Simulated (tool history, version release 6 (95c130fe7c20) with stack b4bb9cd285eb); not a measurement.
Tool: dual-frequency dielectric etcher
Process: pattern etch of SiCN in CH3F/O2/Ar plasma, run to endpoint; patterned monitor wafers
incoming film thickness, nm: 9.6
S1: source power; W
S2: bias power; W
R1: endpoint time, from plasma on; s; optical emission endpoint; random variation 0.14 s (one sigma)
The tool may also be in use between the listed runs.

Run 1, day 0: S1 400 W, S2 64 W. Result: R1 29.871 s.
Run 2, day 0.267: S1 400 W, S2 53 W. Result: R1 31.774 s.
Run 3, day 0.471: S1 390 W, S2 53 W. Result: R1 31.708 s.
Run 4, day 0.696: S1 460 W, S2 53 W. Result: R1 30.335 s.
Run 5, day 0.867: S1 450 W, S2 52 W. Result: R1 30.753 s.
Run 6, day 1.208: S1 430 W, S2 52 W. Result: R1 31.253 s.
Run 7, day 1.454: S1 420 W, S2 51 W. Result: R1 31.259 s.
Run 8, day 1.771: S1 410 W, S2 50 W. Result: R1 31.926 s.

Run 9 comes next. What will it give?
Run 9, day 2.133: S1 410 W, S2 50 W. Result: R1 ?.

{"run 9": {"R1": 31.731}}

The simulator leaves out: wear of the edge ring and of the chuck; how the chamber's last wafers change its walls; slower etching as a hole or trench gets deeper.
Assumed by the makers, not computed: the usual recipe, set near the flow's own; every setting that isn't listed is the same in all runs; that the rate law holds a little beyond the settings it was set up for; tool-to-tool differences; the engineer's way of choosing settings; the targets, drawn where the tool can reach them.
